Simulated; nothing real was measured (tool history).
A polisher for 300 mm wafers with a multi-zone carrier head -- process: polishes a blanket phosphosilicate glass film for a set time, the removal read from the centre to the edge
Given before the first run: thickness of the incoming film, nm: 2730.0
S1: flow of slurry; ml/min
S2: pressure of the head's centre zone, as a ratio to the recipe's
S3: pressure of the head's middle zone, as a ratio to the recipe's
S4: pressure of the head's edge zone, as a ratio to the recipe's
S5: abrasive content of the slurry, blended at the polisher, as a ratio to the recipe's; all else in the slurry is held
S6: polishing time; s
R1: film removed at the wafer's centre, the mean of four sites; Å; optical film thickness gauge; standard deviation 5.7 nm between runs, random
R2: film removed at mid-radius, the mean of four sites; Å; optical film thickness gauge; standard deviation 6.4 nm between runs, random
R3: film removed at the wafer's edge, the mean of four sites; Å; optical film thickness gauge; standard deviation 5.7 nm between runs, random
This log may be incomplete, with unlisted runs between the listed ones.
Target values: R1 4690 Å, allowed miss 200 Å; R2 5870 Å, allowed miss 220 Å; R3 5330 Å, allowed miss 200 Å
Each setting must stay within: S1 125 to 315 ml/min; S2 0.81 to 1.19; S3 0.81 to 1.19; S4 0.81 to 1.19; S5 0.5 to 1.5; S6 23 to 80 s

| run | hour | S1 | S2 | S3 | S4 | S5 | S6 | R1 | R2 | R3 |
|---|---|---|---|---|---|---|---|---|---|---|
| 1 | 0 | 205 | 1 | 1 | 1 | 1 | 51 | 4087.4 | 4193.7 | 4217.3 |
| 2 | 7.9 | 210 | 0.99 | 1.04 | 1.03 | 1.1 | 51 | 4317 | 4501.5 | 4580.8 |
| 3 | 15.3 | 260 | 0.99 | 1.04 | 1.03 | 1.1 | 51 | 4438.3 | 4586.4 | 4613.9 |
| 4 | 18.3 | 260 | 0.99 | 0.96 | 1.03 | 1.1 | 51 | 4457.3 | 4334.1 | 4583.3 |
| 5 | 27.2 | 260 | 0.99 | 0.96 | 1.03 | 1.1 | 42 | 3674.1 | 3538.7 | 3763.4 |
| 6 | 28.4 | 260 | 0.99 | 0.96 | 1.03 | 1.1 | 35 | 3029.4 | 3027.3 | 3073.1 |
| 7 | 32.1 | 255 | 0.97 | 1.01 | 1.02 | 1.2 | 39 | 3442.8 | 3640.2 | 3638.8 |
| 8 | 38.7 | 255 | 0.96 | 1.05 | 1.01 | 1.25 | 41 | 3697.8 | 4020.5 | 3898 |
| 9 | 41.4 | 255 | 0.95 | 1.08 | 1.01 | 1.3 | 43 | 3929.2 | 4353.8 | 4143.3 |
| 10 | 46.9 | 255 | 0.93 | 1.1 | 1.01 | 1.35 | 45 | 4041.7 | 4701.3 | 4406.5 |
| 11 | 50.3 | 255 | 0.93 | 1.12 | 1.02 | 1.4 | 46 | 4267 | 4837 | 4631.2 |

Of the 5 settings listed for the next run, only one would bring every result within its allowed miss of target. Which one?
| A | 53.7 | 255 | 1.06 | 1.07 | 1.09 | 1.3 | 53 | ? | ? | ? |
| B | 53.7 | 250 | 0.91 | 1.12 | 0.99 | 1.35 | 60 | ? | ? | ? |
| C | 53.7 | 305 | 1.07 | 1.19 | 0.87 | 1.25 | 47 | ? | ? | ? |
| D | 53.7 | 235 | 0.86 | 1.12 | 1.1 | 1.4 | 56 | ? | ? | ? |
| E | 53.7 | 260 | 0.92 | 1.19 | 1.08 | 1.1 | 58 | ? | ? | ? |

| move | R1 | R2 | R3 |
|---|---|---|---|
| A | 5290.7 | 5272.6 | 5350.2 |
| B | 5221.6 | 6263.1 | 5858.8 |
| C | 4756.4 | 5062.9 | 4242.2 |
| D | 4639.2 | 5890.5 | 5814.9 |
| E | 4659.2 | 5773.9 | 5381.8 |
A: nearer than the last run, and not there yet
B: carries the result that was furthest off beyond its target, to the other side
C: misses by more than the last run did
D: gets the furthest-off result to its target, but another result is out of tolerance
E: all results land within tolerance of their targets
Answer: E
